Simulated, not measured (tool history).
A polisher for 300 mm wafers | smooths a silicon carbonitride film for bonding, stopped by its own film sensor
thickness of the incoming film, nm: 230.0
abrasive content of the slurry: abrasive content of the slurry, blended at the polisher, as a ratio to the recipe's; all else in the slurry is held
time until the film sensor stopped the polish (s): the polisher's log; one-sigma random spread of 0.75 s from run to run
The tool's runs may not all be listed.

run	day	flow of slurry (ml/min)	pressure of the wafer on the pad (kPa)	speed of the pad under the wafer (cm/s)	abrasive content of the slurry	target thickness at which the film sensor stops the polish (angstrom)	time until the film sensor stopped the polish (s)
1	0	300	17.9	108	1	2130	56.282
2	0.171	245	17.9	108	1	2130	56.516
3	0.371	245	17.9	108	0.85	2130	59.621
4	0.725	245	17.9	124	0.85	2130	54.812
5	0.796	245	17.2	124	0.85	2130	56.762
6	1.008	245	16.5	124	0.85	2130	58.526
7	1.167	245	15.9	124	0.85	2130	61.445

Run 8 is up next; what results do you expect?
8	1.35	245	15.2	124	0.85	2130	?

Run 8 came out at time until the film sensor stopped the polish (s) 63.449.

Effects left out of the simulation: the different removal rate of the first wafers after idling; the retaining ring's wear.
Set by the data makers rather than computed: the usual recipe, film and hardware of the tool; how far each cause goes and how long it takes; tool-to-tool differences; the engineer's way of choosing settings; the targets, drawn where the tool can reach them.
